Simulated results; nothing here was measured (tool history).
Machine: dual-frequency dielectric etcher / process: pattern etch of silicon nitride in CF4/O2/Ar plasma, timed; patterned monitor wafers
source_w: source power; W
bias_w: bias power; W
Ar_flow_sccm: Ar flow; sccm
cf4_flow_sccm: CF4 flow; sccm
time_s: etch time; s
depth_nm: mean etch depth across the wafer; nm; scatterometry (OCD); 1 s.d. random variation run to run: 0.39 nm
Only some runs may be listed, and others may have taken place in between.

{"run": 1, "day": 0.0, "source_w": 490, "bias_w": 61, "Ar_flow_sccm": 123, "cf4_flow_sccm": 85, "time_s": 23, "depth_nm": 44.746}
{"run": 2, "day": 0.058, "source_w": 520, "bias_w": 61, "Ar_flow_sccm": 123, "cf4_flow_sccm": 85, "time_s": 23, "depth_nm": 46.303}
{"run": 3, "day": 0.421, "source_w": 520, "bias_w": 61, "Ar_flow_sccm": 123, "cf4_flow_sccm": 85, "time_s": 24, "depth_nm": 48.876}
{"run": 4, "day": 0.696, "source_w": 520, "bias_w": 61, "Ar_flow_sccm": 123, "cf4_flow_sccm": 85, "time_s": 23, "depth_nm": 47.467}
{"run": 5, "day": 0.838, "source_w": 520, "bias_w": 61, "Ar_flow_sccm": 144, "cf4_flow_sccm": 85, "time_s": 23, "depth_nm": 46.022}
{"run": 6, "day": 0.971, "source_w": 470, "bias_w": 61, "Ar_flow_sccm": 144, "cf4_flow_sccm": 85, "time_s": 23, "depth_nm": 41.792}
{"run": 7, "day": 1.333, "source_w": 500, "bias_w": 62, "Ar_flow_sccm": 144, "cf4_flow_sccm": 85, "time_s": 23, "depth_nm": 45.157}
{"run": 8, "day": 1.483, "source_w": 530, "bias_w": 62, "Ar_flow_sccm": 144, "cf4_flow_sccm": 85, "time_s": 23, "depth_nm": 47.04}

What does the tool deliver on the next run?
{"run": 9, "day": 1.838, "source_w": 550, "bias_w": 62, "Ar_flow_sccm": 144, "cf4_flow_sccm": 85, "time_s": 23, "depth_nm": "?"}

depth_nm: 49.253 nm
